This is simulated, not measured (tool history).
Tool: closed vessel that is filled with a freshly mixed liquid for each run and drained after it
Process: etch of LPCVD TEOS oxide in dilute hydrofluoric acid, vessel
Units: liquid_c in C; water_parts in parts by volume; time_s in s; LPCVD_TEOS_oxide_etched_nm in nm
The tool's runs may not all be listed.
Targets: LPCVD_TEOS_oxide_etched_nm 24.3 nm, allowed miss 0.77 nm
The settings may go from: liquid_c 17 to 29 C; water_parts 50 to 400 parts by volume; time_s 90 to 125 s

{"run": 1, "hour": 0.0, "liquid_c": 21, "water_parts": 225, "time_s": 125, "LPCVD_TEOS_oxide_etched_nm": 13.07}
{"run": 2, "hour": 2.6, "liquid_c": 21, "water_parts": 165, "time_s": 125, "LPCVD_TEOS_oxide_etched_nm": 19.018}
{"run": 3, "hour": 6.1, "liquid_c": 21, "water_parts": 95, "time_s": 125, "LPCVD_TEOS_oxide_etched_nm": 35.574}
{"run": 4, "hour": 6.8, "liquid_c": 21, "water_parts": 95, "time_s": 90, "LPCVD_TEOS_oxide_etched_nm": 25.239}
{"run": 5, "hour": 14.8, "liquid_c": 21, "water_parts": 95, "time_s": 90, "LPCVD_TEOS_oxide_etched_nm": 25.363}
{"run": 6, "hour": 20.8, "liquid_c": 21, "water_parts": 165, "time_s": 90, "LPCVD_TEOS_oxide_etched_nm": 13.6}
{"run": 7, "hour": 22.4, "liquid_c": 21, "water_parts": 165, "time_s": 90, "LPCVD_TEOS_oxide_etched_nm": 13.471}
{"run": 8, "hour": 24.6, "liquid_c": 22, "water_parts": 160, "time_s": 90, "LPCVD_TEOS_oxide_etched_nm": 14.64}

Which of these 4 next moves meets every target?
{"run": "A", "hour": 26.8, "liquid_c": 20.5, "water_parts": 230, "time_s": 100, "LPCVD_TEOS_oxide_etched_nm": "?"}
{"run": "B", "hour": 26.8, "liquid_c": 25.5, "water_parts": 145, "time_s": 95, "LPCVD_TEOS_oxide_etched_nm": "?"}
{"run": "C", "hour": 26.8, "liquid_c": 21, "water_parts": 125, "time_s": 90, "LPCVD_TEOS_oxide_etched_nm": "?"}
{"run": "D", "hour": 26.8, "liquid_c": 20, "water_parts": 120, "time_s": 115, "LPCVD_TEOS_oxide_etched_nm": "?"}

move=A LPCVD_TEOS_oxide_etched_nm=10.018
move=B LPCVD_TEOS_oxide_etched_nm=19.963
move=C LPCVD_TEOS_oxide_etched_nm=18.841
move=D LPCVD_TEOS_oxide_etched_nm=24.22
A: further off than the last run
B: nearer than the last run, and not there yet
C: nearer than the last run, and not there yet
D: meets every target
Answer: D
